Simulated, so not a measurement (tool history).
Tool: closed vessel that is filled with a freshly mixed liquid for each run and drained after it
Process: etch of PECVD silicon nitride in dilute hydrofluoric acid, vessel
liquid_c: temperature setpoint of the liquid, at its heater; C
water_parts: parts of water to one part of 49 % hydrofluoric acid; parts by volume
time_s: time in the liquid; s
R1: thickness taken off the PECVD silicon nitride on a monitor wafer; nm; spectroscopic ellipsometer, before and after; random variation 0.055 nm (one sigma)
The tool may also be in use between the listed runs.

Run 1, day 0.000: liquid_c 25.0 C, water_parts 230 parts by volume, time_s 400 s. Result: R1 4.2375 nm.
Run 2, day 0.288: liquid_c 23.5 C, water_parts 230 parts by volume, time_s 400 s. Result: R1 3.8618 nm.
Run 3, day 0.412: liquid_c 23.5 C, water_parts 230 parts by volume, time_s 305 s. Result: R1 2.9613 nm.
Run 4, day 0.638: liquid_c 25.0 C, water_parts 230 parts by volume, time_s 305 s. Result: R1 3.2757 nm.
Run 5, day 0.992: liquid_c 26.5 C, water_parts 220 parts by volume, time_s 305 s. Result: R1 3.6621 nm.
Run 6, day 1.071: liquid_c 26.5 C, water_parts 290 parts by volume, time_s 305 s. Result: R1 2.7945 nm.
Run 7, day 1.212: liquid_c 28.0 C, water_parts 265 parts by volume, time_s 305 s. Result: R1 3.3245 nm.
Run 8, day 1.446: liquid_c 29.0 C, water_parts 245 parts by volume, time_s 305 s. Result: R1 3.8460 nm.
Run 9, day 1.721: liquid_c 30.0 C, water_parts 235 parts by volume, time_s 305 s. Result: R1 4.2564 nm.
Run 10, day 2.058: liquid_c 30.5 C, water_parts 225 parts by volume, time_s 305 s. Result: R1 4.6166 nm.
Run 11, day 2.450: liquid_c 31.0 C, water_parts 220 parts by volume, time_s 305 s. Result: R1 4.9038 nm.
Run 12, day 2.571: liquid_c 31.5 C, water_parts 215 parts by volume, time_s 305 s. Result: R1 5.1769 nm.

Run 13 comes next. What will it give?
Run 13, day 2.950: liquid_c 32.0 C, water_parts 215 parts by volume, time_s 305 s. Result: R1 ?.

{"run 13": {"R1": 5.2936}}

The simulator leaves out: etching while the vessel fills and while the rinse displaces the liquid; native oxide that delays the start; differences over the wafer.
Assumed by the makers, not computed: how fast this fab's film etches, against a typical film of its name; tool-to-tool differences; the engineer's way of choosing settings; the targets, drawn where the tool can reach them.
